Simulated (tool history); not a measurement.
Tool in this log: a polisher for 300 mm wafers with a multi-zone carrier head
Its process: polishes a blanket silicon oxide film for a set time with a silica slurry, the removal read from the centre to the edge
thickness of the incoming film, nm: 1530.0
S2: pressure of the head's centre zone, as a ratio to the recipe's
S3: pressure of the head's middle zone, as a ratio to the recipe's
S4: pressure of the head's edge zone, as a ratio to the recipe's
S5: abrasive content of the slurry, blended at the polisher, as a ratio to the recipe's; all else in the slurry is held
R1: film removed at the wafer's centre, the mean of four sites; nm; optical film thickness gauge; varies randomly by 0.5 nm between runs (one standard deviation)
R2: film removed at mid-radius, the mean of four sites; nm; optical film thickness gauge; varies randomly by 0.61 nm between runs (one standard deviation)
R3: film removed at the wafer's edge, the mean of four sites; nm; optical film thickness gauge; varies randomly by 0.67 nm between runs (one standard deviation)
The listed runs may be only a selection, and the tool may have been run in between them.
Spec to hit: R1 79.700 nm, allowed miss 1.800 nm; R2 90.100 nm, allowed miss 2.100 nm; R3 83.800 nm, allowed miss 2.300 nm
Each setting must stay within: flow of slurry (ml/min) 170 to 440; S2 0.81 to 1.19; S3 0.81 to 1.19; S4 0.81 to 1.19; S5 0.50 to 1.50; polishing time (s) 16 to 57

run 1 hour=0.0 | flow_of_slurry_(ml/min)=280 S2=1.00 S3=1.00 S4=1.00 S5=1.00 polishing_time_(s)=36 | R1=72.100 R2=69.473 R3=70.837
run 2 hour=4.0 | flow_of_slurry_(ml/min)=305 S2=1.00 S3=1.06 S4=1.06 S5=1.05 polishing_time_(s)=36 | R1=75.257 R2=74.822 R3=74.319
run 3 hour=12.9 | flow_of_slurry_(ml/min)=305 S2=1.00 S3=1.11 S4=1.06 S5=1.05 polishing_time_(s)=36 | R1=74.787 R2=77.952 R3=75.475
run 4 hour=18.2 | flow_of_slurry_(ml/min)=330 S2=1.00 S3=1.11 S4=1.06 S5=1.05 polishing_time_(s)=36 | R1=74.624 R2=78.444 R3=75.498
run 5 hour=19.4 | flow_of_slurry_(ml/min)=330 S2=1.00 S3=1.11 S4=1.06 S5=1.05 polishing_time_(s)=31 | R1=64.199 R2=68.330 R3=66.337
run 6 hour=20.7 | flow_of_slurry_(ml/min)=345 S2=1.00 S3=1.14 S4=1.07 S5=1.20 polishing_time_(s)=31 | R1=69.562 R2=73.364 R3=69.977
run 7 hour=28.9 | flow_of_slurry_(ml/min)=320 S2=0.92 S3=1.19 S4=1.08 S5=1.45 polishing_time_(s)=35 | R1=77.136 R2=91.265 R3=84.452
run 8 hour=33.4 | flow_of_slurry_(ml/min)=325 S2=0.93 S3=1.18 S4=1.07 S5=1.45 polishing_time_(s)=35 | R1=77.464 R2=91.894 R3=84.693

Next run, 5 choices. One meets every target within its allowed miss, the rest don't. Which?
run A hour=37.9 | flow_of_slurry_(ml/min)=325 S2=0.91 S3=1.15 S4=1.07 S5=1.45 polishing_time_(s)=37 | R1=? R2=? R3=?
run B hour=37.9 | flow_of_slurry_(ml/min)=355 S2=0.92 S3=1.11 S4=1.05 S5=1.40 polishing_time_(s)=35 | R1=? R2=? R3=?
run C hour=37.9 | flow_of_slurry_(ml/min)=310 S2=0.96 S3=1.15 S4=1.06 S5=1.50 polishing_time_(s)=35 | R1=? R2=? R3=?
run D hour=37.9 | flow_of_slurry_(ml/min)=280 S2=0.92 S3=1.17 S4=1.13 S5=1.45 polishing_time_(s)=37 | R1=? R2=? R3=?
run E hour=37.9 | flow_of_slurry_(ml/min)=370 S2=0.94 S3=1.18 S4=1.03 S5=1.50 polishing_time_(s)=35 | R1=? R2=? R3=?

move=A R1=80.990 R2=95.484 R3=89.018
move=B R1=77.095 R2=87.154 R3=82.885
move=C R1=81.451 R2=91.005 R3=84.551
move=D R1=80.634 R2=95.552 R3=90.509
move=E R1=81.089 R2=94.467 R3=84.292
A: the furthest-off result lands on target, but another misses its tolerance
B: misses by more than the last run did
C: hits every target within its allowed miss
D: the furthest-off result lands on target, but another misses its tolerance
E: the furthest-off result lands on target, but another misses its tolerance
C is the move that brings every result within its allowed miss.

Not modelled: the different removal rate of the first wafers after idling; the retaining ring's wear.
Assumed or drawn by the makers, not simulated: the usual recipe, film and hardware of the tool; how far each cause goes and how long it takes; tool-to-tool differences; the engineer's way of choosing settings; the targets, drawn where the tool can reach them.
